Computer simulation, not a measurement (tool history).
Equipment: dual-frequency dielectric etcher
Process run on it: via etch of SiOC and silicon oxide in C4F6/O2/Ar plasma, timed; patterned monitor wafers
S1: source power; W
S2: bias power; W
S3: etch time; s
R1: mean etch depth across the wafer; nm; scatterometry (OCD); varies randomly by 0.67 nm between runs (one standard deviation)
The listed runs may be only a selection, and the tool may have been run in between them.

run  hour   S1   S2   S3      R1
  1   0.0  350  162  122  134.93
  2   6.1  350  162  127  139.86
  3  13.3  300  162  127  134.26
  4  20.6  300  162  127  133.34
  5  27.3  320  163  127  136.47
  6  28.9  320  163  122  131.94
  7  31.1  340  165  122  134.57
  8  38.9  360  166  122  136.47
  9  40.7  380  167  122  141.57
 10  45.2  390  167  122  141.47

Run 11 has not been measured yet. What should we expect?
 11  51.2  400  167  122   ?

R1: 143.10 nm
